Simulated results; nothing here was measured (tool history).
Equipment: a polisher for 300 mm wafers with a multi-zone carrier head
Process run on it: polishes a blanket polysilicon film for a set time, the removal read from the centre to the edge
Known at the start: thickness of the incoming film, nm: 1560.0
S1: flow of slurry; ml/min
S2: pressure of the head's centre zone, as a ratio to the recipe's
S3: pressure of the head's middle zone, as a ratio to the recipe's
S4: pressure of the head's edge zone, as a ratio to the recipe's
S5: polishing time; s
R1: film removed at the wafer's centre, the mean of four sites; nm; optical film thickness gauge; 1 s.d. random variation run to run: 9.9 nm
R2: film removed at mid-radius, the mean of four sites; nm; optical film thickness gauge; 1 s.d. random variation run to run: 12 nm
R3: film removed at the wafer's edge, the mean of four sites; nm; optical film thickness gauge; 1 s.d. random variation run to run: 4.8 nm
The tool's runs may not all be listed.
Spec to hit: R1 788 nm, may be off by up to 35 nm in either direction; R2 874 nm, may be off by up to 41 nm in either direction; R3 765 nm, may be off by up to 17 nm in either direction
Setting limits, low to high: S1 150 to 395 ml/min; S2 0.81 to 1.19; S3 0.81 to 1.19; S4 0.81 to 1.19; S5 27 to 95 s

run,hour,S1,S2,S3,S4,S5,R1,R2,R3
1,0,250,1,1,1,61,545.59,561.87,546.97
2,1,260,1.01,1.03,1.02,64,584.37,607.73,578.66
3,3.8,310,1.01,1.03,1.02,64,594.98,609.52,598.21
4,10.1,310,0.94,1.03,1.02,64,567.08,625.67,591.88
5,17.8,310,0.95,1.05,1.02,66,587.45,655.38,614.16
6,18.4,310,0.97,1.07,1.02,68,618.07,677.87,640.26
7,23,305,0.98,1.09,1,70,654.92,718.96,642.38
8,28.3,305,0.99,1.1,1.01,71,645.77,739.79,655.64
9,34.5,310,1.01,1.11,1.01,72,679.11,750,664.17
10,39.9,315,1.02,1.12,1.02,73,695.17,745.16,673.73
# hour 41.3: slurry nozzle cleaned
11,41.3,320,1.02,1.13,1.02,74,717.94,798.98,697.15
12,44.2,325,1.03,1.14,1.03,74,708.16,805.02,701.67

Which one of the following 5 next-run settings gets every result inside its allowed miss? There is exactly one.
A,47.1,350,1.02,1.15,0.98,69,?,?,?
B,47.1,395,0.92,1.08,0.83,73,?,?,?
C,47.1,355,1.02,1.01,1.08,80,?,?,?
D,47.1,340,1.07,1.19,1.1,78,?,?,?
E,47.1,325,1.1,1.19,0.85,69,?,?,?

move,R1,R2,R3
A,681.2,747.32,642.63
B,664.25,757.1,635.33
C,790.09,776.39,783.6
D,801.82,867.54,767.01
E,723.87,764.41,598.3
A: its largest miss is bigger than the last run's
B: its largest miss is bigger than the last run's
C: pushes the last run's worst result past its target
D: all results in spec
E: its largest miss is bigger than the last run's
So the answer is move D, the one that meets all the targets.

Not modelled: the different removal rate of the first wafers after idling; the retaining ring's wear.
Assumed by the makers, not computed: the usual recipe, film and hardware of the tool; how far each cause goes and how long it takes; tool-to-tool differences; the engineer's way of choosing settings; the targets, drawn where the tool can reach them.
